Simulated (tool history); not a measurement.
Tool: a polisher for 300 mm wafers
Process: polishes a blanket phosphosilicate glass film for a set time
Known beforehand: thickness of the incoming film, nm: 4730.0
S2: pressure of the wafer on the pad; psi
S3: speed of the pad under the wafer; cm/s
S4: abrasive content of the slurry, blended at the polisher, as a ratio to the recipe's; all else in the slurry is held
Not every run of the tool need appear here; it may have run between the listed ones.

{"run": 1, "hour": 0.0, "flow of slurry (ml/min)": 170, "S2": 3.5, "S3": 126, "S4": 1, "polishing time (s)": 56, "film removed (Å)": 5307.8}
{"run": 2, "hour": 4.5, "flow of slurry (ml/min)": 170, "S2": 3.5, "S3": 126, "S4": 1, "polishing time (s)": 58, "film removed (Å)": 5617.1}
{"run": 3, "hour": 12.9, "flow of slurry (ml/min)": 145, "S2": 3.5, "S3": 126, "S4": 1, "polishing time (s)": 58, "film removed (Å)": 5376.2}
{"run": 4, "hour": 15.0, "flow of slurry (ml/min)": 145, "S2": 3.2, "S3": 124, "S4": 1, "polishing time (s)": 58, "film removed (Å)": 4964.1}
{"run": 5, "hour": 16.8, "flow of slurry (ml/min)": 145, "S2": 3.6, "S3": 124, "S4": 1, "polishing time (s)": 58, "film removed (Å)": 5514.4}
{"run": 6, "hour": 20.4, "flow of slurry (ml/min)": 145, "S2": 3.3, "S3": 120, "S4": 1, "polishing time (s)": 58, "film removed (Å)": 5080.2}
{"run": 7, "hour": 27.2, "flow of slurry (ml/min)": 145, "S2": 3, "S3": 114, "S4": 1, "polishing time (s)": 58, "film removed (Å)": 4411.3}
{"run": 8, "hour": 31.5, "flow of slurry (ml/min)": 145, "S2": 2.8, "S3": 112, "S4": 1, "polishing time (s)": 58, "film removed (Å)": 3989.2}
{"run": 9, "hour": 40.4, "flow of slurry (ml/min)": 145, "S2": 2.6, "S3": 112, "S4": 1, "polishing time (s)": 58, "film removed (Å)": 3948.5}
{"run": 10, "hour": 44.2, "flow of slurry (ml/min)": 145, "S2": 2.4, "S3": 110, "S4": 1, "polishing time (s)": 58, "film removed (Å)": 3611.2}
{"run": 11, "hour": 51.2, "flow of slurry (ml/min)": 145, "S2": 2.3, "S3": 110, "S4": 1, "polishing time (s)": 58, "film removed (Å)": 3595.8}

Estimate the outcome of run 12 from the log above:
{"run": 12, "hour": 58.4, "flow of slurry (ml/min)": 145, "S2": 2.2, "S3": 108, "S4": 1, "polishing time (s)": 58, "film removed (Å)": "?"}

Run 12 measured film removed (Å) 3279.5.

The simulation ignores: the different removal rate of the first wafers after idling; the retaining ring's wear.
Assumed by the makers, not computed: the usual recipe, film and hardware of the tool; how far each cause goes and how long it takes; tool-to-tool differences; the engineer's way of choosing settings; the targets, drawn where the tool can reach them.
